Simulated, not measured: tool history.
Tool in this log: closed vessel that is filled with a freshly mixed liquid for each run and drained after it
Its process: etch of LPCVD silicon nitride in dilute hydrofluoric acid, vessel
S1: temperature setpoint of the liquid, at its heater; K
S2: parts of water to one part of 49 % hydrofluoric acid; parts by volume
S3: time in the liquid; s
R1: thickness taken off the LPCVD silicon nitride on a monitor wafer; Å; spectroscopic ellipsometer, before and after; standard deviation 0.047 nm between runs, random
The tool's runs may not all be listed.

run	hour	S1	S2	S3	R1
1	0.0	296.15	55	760	63.284
2	6.5	299.15	55	760	76.815
3	13.6	299.15	35	760	120.780
4	22.9	299.15	35	760	120.670
5	25.8	299.15	35	550	87.287
6	32.9	299.15	50	550	62.032
7	41.7	299.65	50	550	63.375

The next listed run, before its measurement:
8	47.1	300.15	50	550	?

R1: 65.676 Å
